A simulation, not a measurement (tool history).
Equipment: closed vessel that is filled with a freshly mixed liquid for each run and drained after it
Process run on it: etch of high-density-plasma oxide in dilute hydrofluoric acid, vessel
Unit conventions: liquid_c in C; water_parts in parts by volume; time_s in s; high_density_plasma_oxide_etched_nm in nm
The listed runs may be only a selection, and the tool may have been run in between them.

run	hour	liquid_c	water_parts	time_s	high_density_plasma_oxide_etched_nm
1	0	22	215	1665	34.511
2	8.9	22	275	1665	25.513
3	9.5	22	275	1795	27.662
4	14.1	21.5	285	1795	25.932
5	19.9	21	295	1795	24.607
6	26.7	20.5	305	1795	23.091
7	35.3	20	310	1795	21.838
8	40.4	19.5	315	1795	21.273

For run 9, what comes out?
9	45	19.5	320	1795	?

high_density_plasma_oxide_etched_nm: 20.758 nm
